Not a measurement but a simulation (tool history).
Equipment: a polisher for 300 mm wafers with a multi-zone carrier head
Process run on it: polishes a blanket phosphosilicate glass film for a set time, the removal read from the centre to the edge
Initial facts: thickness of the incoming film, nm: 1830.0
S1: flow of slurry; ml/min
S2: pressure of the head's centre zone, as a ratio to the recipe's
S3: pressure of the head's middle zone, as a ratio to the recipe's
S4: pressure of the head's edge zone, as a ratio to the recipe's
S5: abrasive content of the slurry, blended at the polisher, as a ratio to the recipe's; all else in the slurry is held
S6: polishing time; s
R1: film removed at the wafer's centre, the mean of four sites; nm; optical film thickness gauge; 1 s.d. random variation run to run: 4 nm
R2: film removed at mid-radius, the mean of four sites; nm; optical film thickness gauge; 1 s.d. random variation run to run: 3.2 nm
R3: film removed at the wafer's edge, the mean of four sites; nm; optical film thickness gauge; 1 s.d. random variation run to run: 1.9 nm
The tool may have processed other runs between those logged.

run	day	S1	S2	S3	S4	S5	S6	R1	R2	R3
1	0	230	1	1	1	1	47	395.01	407.17	402.42
2	0.229	230	0.99	1.01	0.98	0.95	47	390.61	391.85	395.96
3	0.6	230	0.99	1.01	0.98	0.95	52	438.27	436	431.9
4	0.725	230	0.99	0.97	0.98	0.95	52	430.78	418.42	434.39
5	1.092	230	0.98	1	0.97	0.9	51	411.27	417.37	417.1
6	1.112	230	0.98	1.01	0.96	0.85	50	388.09	398.03	391.04
7	1.204	230	0.98	1.02	0.94	0.8	50	367.87	391.45	373.19
8	1.258	225	0.98	1.02	0.92	0.75	50	361.55	373.08	356.89
9	1.458	220	0.97	1.03	0.91	0.7	50	339	364.64	338.49
10	1.771	215	0.97	1.03	0.9	0.7	50	342.23	367.82	338.7
11	1.833	210	0.93	1.05	0.82	0.5	47	247.91	278.09	248.6
12	2.029	275	0.98	1.11	0.92	0.5	47	279.17	306.9	266.99
13	2.283	275	0.98	1.11	0.93	0.5	47	266.43	307.97	269.84
# day 2.658: worn pad replaced by a new one
14	2.658	275	0.99	1.11	0.93	0.5	47	318.46	337.74	301.17
15	2.917	280	0.97	1.12	0.93	0.5	47	306.46	343.79	303.56

Predict the results of run 16:
16	3.267	275	0.97	1.12	0.93	0.5	47	?	?	?

{"run 16": {"R1": 303.9, "R2": 340.13, "R3": 300.25}}

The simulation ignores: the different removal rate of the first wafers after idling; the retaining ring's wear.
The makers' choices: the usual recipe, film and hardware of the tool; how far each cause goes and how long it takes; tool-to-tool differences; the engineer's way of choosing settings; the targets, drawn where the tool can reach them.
